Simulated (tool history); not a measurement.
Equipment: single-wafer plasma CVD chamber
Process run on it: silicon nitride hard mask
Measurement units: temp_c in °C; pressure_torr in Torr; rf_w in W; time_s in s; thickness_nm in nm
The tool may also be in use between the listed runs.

run	hour	temp_c	pressure_torr	rf_w	time_s	thickness_nm
1	0	410	1.84	325	37.5	44.782
2	8.3	420	1.84	325	37.5	44.78
3	13.1	420	1.84	325	37.5	45.282
4	17.7	420	1.84	325	37.5	44.68
5	19	420	1.89	330	37.5	45.847
6	21.1	413	1.89	330	37.5	45.703
7	29.6	413	1.94	335	37.5	46.902

Run 8, settings as shown, results not yet in. Your forecast:
8	30.8	413	1.98	335	37.5	?

{"run 8": {"thickness_nm": 46.851}}
